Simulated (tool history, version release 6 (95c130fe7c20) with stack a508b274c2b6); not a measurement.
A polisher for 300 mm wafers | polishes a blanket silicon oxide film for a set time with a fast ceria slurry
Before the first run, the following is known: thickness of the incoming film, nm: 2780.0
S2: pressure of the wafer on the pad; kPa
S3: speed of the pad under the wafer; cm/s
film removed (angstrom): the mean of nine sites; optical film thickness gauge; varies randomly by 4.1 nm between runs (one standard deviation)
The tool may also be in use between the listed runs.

run 1 hour=0.0 | flow_of_slurry_(ml/min)=185 S2=17.2 S3=78 polishing_time_(s)=54 | film_removed_(angstrom)=5611.6
run 2 hour=6.4 | flow_of_slurry_(ml/min)=185 S2=17.2 S3=94 polishing_time_(s)=54 | film_removed_(angstrom)=6465.4
run 3 hour=7.6 | flow_of_slurry_(ml/min)=185 S2=17.2 S3=94 polishing_time_(s)=54 | film_removed_(angstrom)=6497.6
run 4 hour=16.2 | flow_of_slurry_(ml/min)=225 S2=17.2 S3=94 polishing_time_(s)=54 | film_removed_(angstrom)=6608.9
run 5 hour=24.7 | flow_of_slurry_(ml/min)=225 S2=15.9 S3=92 polishing_time_(s)=54 | film_removed_(angstrom)=5910.1
run 6 hour=30.7 | flow_of_slurry_(ml/min)=225 S2=15.9 S3=102 polishing_time_(s)=54 | film_removed_(angstrom)=6509.0
run 7 hour=37.7 | flow_of_slurry_(ml/min)=225 S2=14.5 S3=100 polishing_time_(s)=54 | film_removed_(angstrom)=5849.6
run 8 hour=39.4 | flow_of_slurry_(ml/min)=225 S2=13.1 S3=98 polishing_time_(s)=54 | film_removed_(angstrom)=5125.9

Expected results for the next run?
run 9 hour=41.6 | flow_of_slurry_(ml/min)=215 S2=8.3 S3=96 polishing_time_(s)=54 | film_removed_(angstrom)=?

film removed (angstrom): 3248.1
